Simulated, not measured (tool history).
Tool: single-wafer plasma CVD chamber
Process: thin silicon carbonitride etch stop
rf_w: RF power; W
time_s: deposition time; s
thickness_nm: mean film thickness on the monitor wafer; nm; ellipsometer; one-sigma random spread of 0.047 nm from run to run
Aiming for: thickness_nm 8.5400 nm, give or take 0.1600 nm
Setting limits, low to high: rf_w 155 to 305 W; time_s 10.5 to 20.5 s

run,hour,rf_w,time_s,thickness_nm
1,0.0,230,15.5,9.3962
2,7.8,230,16.5,9.9877
3,12.9,260,16.5,10.3220
4,19.7,260,18.0,11.3390
# hour 28.3: RF generator calibrated
5,28.3,280,18.0,11.6450
6,36.2,255,17.1,10.9080
7,43.5,230,14.6,9.0594
8,44.5,220,14.5,8.9035
9,51.8,220,14.5,8.8914

Consider the 4 candidate settings below. Which is the only one whose results all fall within their allowed miss of target?
A,59.1,215,14.1,?
B,59.1,200,13.7,?
C,59.1,265,14.3,?
D,59.1,200,13.9,?

move,thickness_nm
A,8.5432
B,8.1434
C,9.1655
D,8.2623
A: all results land within tolerance of their targets
B: carries the result that was furthest off beyond its target, to the other side
C: moves away from the targets compared with the last run
D: carries the result that was furthest off beyond its target, to the other side
The right move is A.

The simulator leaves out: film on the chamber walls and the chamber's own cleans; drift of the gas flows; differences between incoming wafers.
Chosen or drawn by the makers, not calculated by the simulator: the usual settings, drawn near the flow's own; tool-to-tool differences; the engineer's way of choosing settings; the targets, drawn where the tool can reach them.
